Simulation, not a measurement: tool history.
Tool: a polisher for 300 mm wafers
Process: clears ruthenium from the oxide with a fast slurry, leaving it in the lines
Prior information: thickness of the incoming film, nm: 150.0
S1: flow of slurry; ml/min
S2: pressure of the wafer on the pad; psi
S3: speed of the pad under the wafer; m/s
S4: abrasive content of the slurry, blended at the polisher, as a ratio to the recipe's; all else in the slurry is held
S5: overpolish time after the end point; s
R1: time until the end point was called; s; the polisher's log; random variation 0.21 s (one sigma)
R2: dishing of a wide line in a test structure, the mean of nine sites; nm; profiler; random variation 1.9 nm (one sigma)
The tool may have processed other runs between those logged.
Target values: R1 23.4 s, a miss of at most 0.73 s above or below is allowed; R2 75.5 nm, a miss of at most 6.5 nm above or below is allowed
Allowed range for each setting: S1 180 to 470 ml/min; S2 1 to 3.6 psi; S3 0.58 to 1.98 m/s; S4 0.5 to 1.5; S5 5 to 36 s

{"run": 1, "hour": 0.0, "S1": 300, "S2": 2.3, "S3": 1.28, "S4": 1, "S5": 18, "R1": 32.777, "R2": 46.577}
{"run": 2, "hour": 1.1, "S1": 300, "S2": 2.4, "S3": 1.28, "S4": 1, "S5": 19, "R1": 31.567, "R2": 51.484}
{"run": 3, "hour": 8.0, "S1": 300, "S2": 2.4, "S3": 1.28, "S4": 1.1, "S5": 19, "R1": 30.961, "R2": 50.239}
{"run": 4, "hour": 9.8, "S1": 300, "S2": 2.5, "S3": 1.28, "S4": 1.1, "S5": 20, "R1": 29.514, "R2": 54.892}
{"run": 5, "hour": 16.0, "S1": 300, "S2": 2.6, "S3": 1.28, "S4": 1.1, "S5": 21, "R1": 28.591, "R2": 58.536}
{"run": 6, "hour": 23.7, "S1": 300, "S2": 2.7, "S3": 1.28, "S4": 1.1, "S5": 21, "R1": 27.723, "R2": 61.193}
{"run": 7, "hour": 27.1, "S1": 300, "S2": 2.8, "S3": 1.28, "S4": 1.1, "S5": 21, "R1": 26.736, "R2": 61.164}
{"run": 8, "hour": 32.3, "S1": 300, "S2": 2.9, "S3": 1.28, "S4": 1.1, "S5": 21, "R1": 26.45, "R2": 62.568}
{"run": 9, "hour": 40.6, "S1": 300, "S2": 3, "S3": 1.28, "S4": 1.1, "S5": 21, "R1": 25.568, "R2": 64.068}
{"run": 10, "hour": 42.3, "S1": 300, "S2": 3.2, "S3": 1.28, "S4": 1.1, "S5": 22, "R1": 24.284, "R2": 67.895}

Which one of the following 5 next-run settings gets every result inside its allowed miss? There is exactly one.
{"run": "A", "hour": 44.0, "S1": 280, "S2": 2.7, "S3": 1.5, "S4": 0.95, "S5": 18, "R1": "?", "R2": "?"}
{"run": "B", "hour": 44.0, "S1": 355, "S2": 3, "S3": 1.2, "S4": 1.15, "S5": 24, "R1": "?", "R2": "?"}
{"run": "C", "hour": 44.0, "S1": 285, "S2": 3.2, "S3": 1.2, "S4": 1.3, "S5": 21, "R1": "?", "R2": "?"}
{"run": "D", "hour": 44.0, "S1": 295, "S2": 3.3, "S3": 1.18, "S4": 1.15, "S5": 21, "R1": "?", "R2": "?"}
{"run": "E", "hour": 44.0, "S1": 345, "S2": 3.6, "S3": 1.14, "S4": 1.25, "S5": 25, "R1": "?", "R2": "?"}

move=A R1=25.187 R2=56.588
move=B R1=26.307 R2=65.208
move=C R1=24.445 R2=63.09
move=D R1=25.1 R2=62.156
move=E R1=23.113 R2=71.084
A: further off than the last run
B: further off than the last run
C: further off than the last run
D: further off than the last run
E: hits every target within its allowed miss
E meets every target.
